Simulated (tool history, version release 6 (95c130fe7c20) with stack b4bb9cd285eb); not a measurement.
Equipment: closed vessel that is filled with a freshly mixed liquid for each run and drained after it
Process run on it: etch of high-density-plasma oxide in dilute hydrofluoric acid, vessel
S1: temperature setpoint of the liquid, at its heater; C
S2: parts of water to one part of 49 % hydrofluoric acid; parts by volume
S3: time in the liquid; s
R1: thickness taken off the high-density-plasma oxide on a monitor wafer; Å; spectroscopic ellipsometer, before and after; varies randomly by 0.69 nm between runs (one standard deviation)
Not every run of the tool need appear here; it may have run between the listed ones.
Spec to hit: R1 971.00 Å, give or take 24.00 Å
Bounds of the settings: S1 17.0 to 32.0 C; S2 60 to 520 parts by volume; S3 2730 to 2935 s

run	hour	S1	S2	S3	R1
1	0.0	24.0	290	2730	383.85
2	3.1	24.0	290	2935	410.26
3	7.3	24.5	275	2935	449.80
4	15.1	21.0	275	2935	399.42
5	23.5	21.0	235	2935	480.01
6	27.5	19.5	235	2935	447.17
7	28.9	20.5	230	2935	485.07
8	32.1	21.5	225	2935	516.78
9	36.3	22.5	220	2935	549.86
10	40.8	23.5	215	2935	579.93

Below are 5 possible settings for the next run. Only one of them brings all results inside the allowed miss of their targets. Which is it?
A	45.3	22.0	180	2935	?
B	45.3	21.5	155	2815	?
C	45.3	26.5	155	2935	?
D	45.3	27.0	130	2935	?
E	45.3	26.0	140	2910	?

move	R1
A	692.92
B	777.35
C	980.57
D	1228.40
E	1075.70
A: closer than the last run, but not yet in spec
B: closer than the last run, but not yet in spec
C: in spec on every target
D: carries the result that was furthest off beyond its target, to the other side
E: carries the result that was furthest off beyond its target, to the other side
C meets every target.
